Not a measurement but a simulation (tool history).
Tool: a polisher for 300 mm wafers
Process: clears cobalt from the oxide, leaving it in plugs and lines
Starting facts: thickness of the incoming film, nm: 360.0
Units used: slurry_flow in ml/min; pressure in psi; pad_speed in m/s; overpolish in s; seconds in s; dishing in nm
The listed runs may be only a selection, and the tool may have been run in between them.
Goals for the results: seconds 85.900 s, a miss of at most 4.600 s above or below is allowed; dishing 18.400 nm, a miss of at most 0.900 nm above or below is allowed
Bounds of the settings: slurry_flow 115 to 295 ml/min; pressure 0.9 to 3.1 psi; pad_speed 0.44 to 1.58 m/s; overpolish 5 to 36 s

| run | hour | slurry_flow | pressure | pad_speed | overpolish | seconds | dishing |
|---|---|---|---|---|---|---|---|
| 1 | 0.0 | 190 | 2.0 | 1.00 | 18 | 84.345 | 46.063 |
| 2 | 1.2 | 190 | 2.0 | 1.12 | 18 | 75.434 | 47.515 |
| 3 | 4.3 | 190 | 2.0 | 1.12 | 24 | 77.940 | 53.480 |
| 4 | 7.9 | 180 | 1.8 | 1.16 | 21 | 83.270 | 50.364 |
| 5 | 13.8 | 180 | 1.5 | 1.16 | 21 | 93.283 | 47.538 |
| 6 | 17.9 | 200 | 1.6 | 1.04 | 19 | 98.306 | 43.099 |
| 7 | 22.1 | 215 | 1.7 | 0.96 | 17 | 103.060 | 40.255 |
| 8 | 31.2 | 225 | 1.8 | 0.92 | 15 | 100.130 | 37.926 |
| 9 | 40.1 | 235 | 1.9 | 0.88 | 13 | 97.933 | 33.988 |
| 10 | 42.6 | 245 | 2.0 | 0.82 | 12 | 97.303 | 32.139 |
| 11 | 43.3 | 255 | 2.1 | 0.76 | 11 | 103.390 | 29.821 |
|  | 47.6 | head pressure recalibrated |
| 12 | 47.6 | 260 | 2.3 | 0.72 | 10 | 91.718 | 30.778 |
| 13 | 51.5 | 265 | 2.4 | 0.68 | 9 | 93.872 | 28.250 |
| 14 | 55.6 | 270 | 2.5 | 0.64 | 8 | 92.798 | 24.977 |
| 15 | 60.1 | 265 | 2.6 | 0.60 | 8 | 96.044 | 24.314 |
| 16 | 61.6 | 255 | 2.7 | 0.60 | 8 | 93.825 | 24.544 |
| 17 | 69.3 | 205 | 3.1 | 0.54 | 5 | 93.716 | 17.351 |

Exactly one of the 4 candidate moves below puts every result within its allowed miss. Which one?
| A | 77.0 | 205 | 2.9 | 0.52 | 6 | ? | ? |
| B | 77.0 | 270 | 2.6 | 0.68 | 6 | ? | ? |
| C | 77.0 | 125 | 3.0 | 0.58 | 5 | ? | ? |
| D | 77.0 | 210 | 3.1 | 0.58 | 5 | ? | ? |

| move | seconds | dishing |
|---|---|---|
| A | 104.310 | 18.445 |
| B | 86.742 | 21.479 |
| C | 98.158 | 16.624 |
| D | 88.176 | 18.214 |
A: its largest miss is bigger than the last run's
B: corrects the largest miss of the last run, while another result sits out of spec
C: its largest miss is bigger than the last run's
D: meets every target
Correct choice: D, which meets every target

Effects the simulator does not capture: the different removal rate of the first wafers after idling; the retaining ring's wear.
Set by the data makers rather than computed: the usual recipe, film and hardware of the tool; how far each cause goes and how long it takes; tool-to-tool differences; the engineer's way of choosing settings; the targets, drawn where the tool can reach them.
